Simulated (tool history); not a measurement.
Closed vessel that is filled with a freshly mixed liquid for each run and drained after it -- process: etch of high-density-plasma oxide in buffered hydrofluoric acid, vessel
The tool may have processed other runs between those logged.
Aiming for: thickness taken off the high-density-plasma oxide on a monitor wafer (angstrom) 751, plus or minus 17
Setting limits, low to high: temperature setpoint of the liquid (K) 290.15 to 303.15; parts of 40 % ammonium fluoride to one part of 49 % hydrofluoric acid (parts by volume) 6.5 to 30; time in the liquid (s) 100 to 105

run  hour  temperature setpoint of the liquid (K)  parts of 40 % ammonium fluoride to one part of 49 % hydrofluoric acid (parts by volume)  time in the liquid (s)  thickness taken off the high-density-plasma oxide on a monitor wafer (angstrom)
  1     0                                  295.15                                                                                     19.5                     100                                                                           963.68
  2   7.3                                  293.65                                                                                     19.5                     100                                                                           885.96
  3  11.9                                  292.65                                                                                     19.5                     100                                                                           837.62
  4  13.1                                  292.65                                                                                     19.5                     105                                                                            869.9
  5  18.1                                  292.15                                                                                     19.5                     105                                                                           854.77
  6  21.2                                  291.65                                                                                     19.5                     105                                                                           828.02
  7  28.9                                  291.15                                                                                     19.5                     105                                                                           803.29
  8  34.3                                  290.65                                                                                     19.5                     105                                                                           786.67

Pick the move, out of 4, that brings all results within their allowed miss; only one does.
  A  39.7                                  290.65                                                                                     20.5                     105                                                                                ?
  B  39.7                                  291.15                                                                                     18.5                     100                                                                                ?
  C  39.7                                  291.15                                                                                     17.5                     100                                                                                ?
  D  39.7                                  290.15                                                                                       18                     100                                                                                ?

move  thickness taken off the high-density-plasma oxide on a monitor wafer (angstrom)
   A                                                                            747.7
   B                                                                              805
   C                                                                           850.42
   D                                                                           781.22
A: in spec on every target
B: the biggest miss grows against the last run
C: the biggest miss grows against the last run
D: nearer than the last run, and not there yet
So the answer is move A, the one that meets all the targets.
